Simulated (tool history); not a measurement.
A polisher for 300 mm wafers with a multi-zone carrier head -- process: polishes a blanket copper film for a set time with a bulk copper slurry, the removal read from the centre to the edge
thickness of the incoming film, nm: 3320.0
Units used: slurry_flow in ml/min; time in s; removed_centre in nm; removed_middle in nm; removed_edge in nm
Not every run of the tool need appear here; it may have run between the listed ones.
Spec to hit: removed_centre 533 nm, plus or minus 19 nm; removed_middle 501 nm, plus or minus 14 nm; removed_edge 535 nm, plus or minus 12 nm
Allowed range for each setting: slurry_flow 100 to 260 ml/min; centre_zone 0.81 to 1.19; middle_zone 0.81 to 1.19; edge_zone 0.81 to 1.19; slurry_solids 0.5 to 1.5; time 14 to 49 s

run    day  slurry_flow  centre_zone  middle_zone  edge_zone  slurry_solids  time  removed_centre  removed_middle  removed_edge
  1      0          165            1            1          1              1    31          427.62          409.01        409.65
  2  0.075          170            1            1       1.02           1.05    31          435.71          421.89        421.68
  3  0.108          170         1.05            1       1.02           1.05    31          452.07          416.08        416.06
  4  0.425          140         1.05            1       1.02           1.05    31          440.27          396.02        412.96
  5  0.521          140         1.11            1       1.02           1.05    31          459.61          400.37        410.12
  6  0.575          140         1.11         0.93       1.02           1.05    31          466.47          379.08        412.69
  7  0.783          150          1.1         0.94       1.04            1.1    31          473.29          397.38         427.3
  8  0.821          160         1.09         0.94       1.06           1.15    31          477.74          396.36        439.61
  9  1.046          210         1.04         1.04       1.16            1.4    32          529.15          493.34         510.9

Pick the move, out of 5, that brings all results within their allowed miss; only one does.
  A  1.271          260         1.06         1.07       1.14            1.4    30               ?               ?             ?
  B  1.271          215         1.05         0.92       1.19            1.4    33               ?               ?             ?
  C  1.271          240         1.05          1.1       1.11            1.5    29               ?               ?             ?
  D  1.271          260         1.05            1       1.05           1.35    32               ?               ?             ?
  E  1.271          220         1.02         1.01       1.19            1.4    33               ?               ?             ?

move  removed_centre  removed_middle  removed_edge
   A          518.34          496.62        489.85
   B          550.34           470.1        541.21
   C          501.74          497.12        474.03
   D          541.74          494.87        498.92
   E          537.39          509.99        541.76
A: the biggest miss grows against the last run
B: corrects the largest miss of the last run, while another result sits out of spec
C: the biggest miss grows against the last run
D: the biggest miss grows against the last run
E: every result lands within tolerance
Correct choice: E, which meets every target

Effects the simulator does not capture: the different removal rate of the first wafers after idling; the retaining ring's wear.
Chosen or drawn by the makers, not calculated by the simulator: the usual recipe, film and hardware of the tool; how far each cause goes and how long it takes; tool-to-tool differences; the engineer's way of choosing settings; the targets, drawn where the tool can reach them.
